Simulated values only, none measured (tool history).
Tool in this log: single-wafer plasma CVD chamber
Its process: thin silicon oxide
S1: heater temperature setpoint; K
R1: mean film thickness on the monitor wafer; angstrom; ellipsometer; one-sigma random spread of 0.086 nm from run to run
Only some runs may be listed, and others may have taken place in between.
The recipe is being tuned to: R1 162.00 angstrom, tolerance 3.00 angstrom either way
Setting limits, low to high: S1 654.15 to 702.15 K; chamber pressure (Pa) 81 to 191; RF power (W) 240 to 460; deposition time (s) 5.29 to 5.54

run 1 hour=0.0 | S1=678.15 chamber_pressure_(Pa)=136 RF_power_(W)=350 deposition_time_(s)=5.54 | R1=128.28
run 2 hour=3.6 | S1=678.15 chamber_pressure_(Pa)=136 RF_power_(W)=350 deposition_time_(s)=5.29 | R1=123.72
run 3 hour=8.3 | S1=678.15 chamber_pressure_(Pa)=136 RF_power_(W)=330 deposition_time_(s)=5.29 | R1=119.56
run 4 hour=10.5 | S1=678.15 chamber_pressure_(Pa)=136 RF_power_(W)=375 deposition_time_(s)=5.29 | R1=124.96
run 5 hour=16.4 | S1=678.15 chamber_pressure_(Pa)=144 RF_power_(W)=375 deposition_time_(s)=5.29 | R1=130.57
run 6 hour=22.9 | S1=678.15 chamber_pressure_(Pa)=151 RF_power_(W)=375 deposition_time_(s)=5.29 | R1=135.32
run 7 hour=26.4 | S1=678.15 chamber_pressure_(Pa)=151 RF_power_(W)=375 deposition_time_(s)=5.29 | R1=134.65
run 8 hour=28.9 | S1=678.15 chamber_pressure_(Pa)=157 RF_power_(W)=375 deposition_time_(s)=5.29 | R1=140.95
run 9 hour=36.8 | S1=678.15 chamber_pressure_(Pa)=161 RF_power_(W)=375 deposition_time_(s)=5.29 | R1=142.65
run 10 hour=44.0 | S1=678.15 chamber_pressure_(Pa)=165 RF_power_(W)=375 deposition_time_(s)=5.29 | R1=144.46
run 11 hour=49.1 | S1=678.15 chamber_pressure_(Pa)=165 RF_power_(W)=375 deposition_time_(s)=5.29 | R1=143.16
run 12 hour=53.1 | S1=678.15 chamber_pressure_(Pa)=169 RF_power_(W)=380 deposition_time_(s)=5.29 | R1=146.91
run 13 hour=57.0 | S1=678.15 chamber_pressure_(Pa)=169 RF_power_(W)=380 deposition_time_(s)=5.29 | R1=147.19
run 14 hour=59.7 | S1=678.15 chamber_pressure_(Pa)=173 RF_power_(W)=380 deposition_time_(s)=5.29 | R1=148.35
run 15 hour=66.5 | S1=678.15 chamber_pressure_(Pa)=191 RF_power_(W)=390 deposition_time_(s)=5.31 | R1=155.39
run 16 hour=68.4 | S1=678.15 chamber_pressure_(Pa)=191 RF_power_(W)=395 deposition_time_(s)=5.33 | R1=156.32
run 17 hour=69.1 | S1=678.15 chamber_pressure_(Pa)=191 RF_power_(W)=400 deposition_time_(s)=5.36 | R1=157.94

Which one of the following 4 next-run settings gets every result inside its allowed miss? There is exactly one.
run A hour=69.8 | S1=671.15 chamber_pressure_(Pa)=177 RF_power_(W)=400 deposition_time_(s)=5.29 | R1=?
run B hour=69.8 | S1=676.15 chamber_pressure_(Pa)=191 RF_power_(W)=380 deposition_time_(s)=5.54 | R1=?
run C hour=69.8 | S1=680.15 chamber_pressure_(Pa)=173 RF_power_(W)=425 deposition_time_(s)=5.29 | R1=?
run D hour=69.8 | S1=688.15 chamber_pressure_(Pa)=184 RF_power_(W)=410 deposition_time_(s)=5.29 | R1=?

move=A R1=153.62
move=B R1=162.40
move=C R1=153.64
move=D R1=155.57
A: lands further from the targets than the last run did
B: all results land within tolerance of their targets
C: lands further from the targets than the last run did
D: lands further from the targets than the last run did
Go with B: it meets all targets.
